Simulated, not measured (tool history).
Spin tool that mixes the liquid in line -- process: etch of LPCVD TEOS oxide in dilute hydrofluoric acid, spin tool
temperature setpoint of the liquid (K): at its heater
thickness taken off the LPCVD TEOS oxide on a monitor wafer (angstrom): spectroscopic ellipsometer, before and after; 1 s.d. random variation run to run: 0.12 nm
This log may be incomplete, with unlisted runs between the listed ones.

| run | hour | temperature setpoint of the liquid (K) | parts of water to one part of 49 % hydrofluoric acid (parts by volume) | time under the liquid (s) | thickness taken off the LPCVD TEOS oxide on a monitor wafer (angstrom) |
|---|---|---|---|---|---|
| 1 | 0.0 | 295.15 | 95 | 15 | 60.819 |
| 2 | 3.3 | 295.15 | 95 | 15 | 59.462 |
| 3 | 9.1 | 295.15 | 70 | 15 | 83.867 |
| 4 | 13.4 | 297.15 | 60 | 15 | 107.120 |
| 5 | 18.1 | 299.15 | 60 | 15 | 117.090 |
| 6 | 23.8 | 299.15 | 60 | 15 | 118.390 |
| 7 | 29.0 | 300.15 | 55 | 15 | 133.930 |

Run 8, settings as shown, results not yet in. Your forecast:
| 8 | 36.1 | 300.65 | 50 | 15 | ? |

thickness taken off the LPCVD TEOS oxide on a monitor wafer (angstrom): 150.920
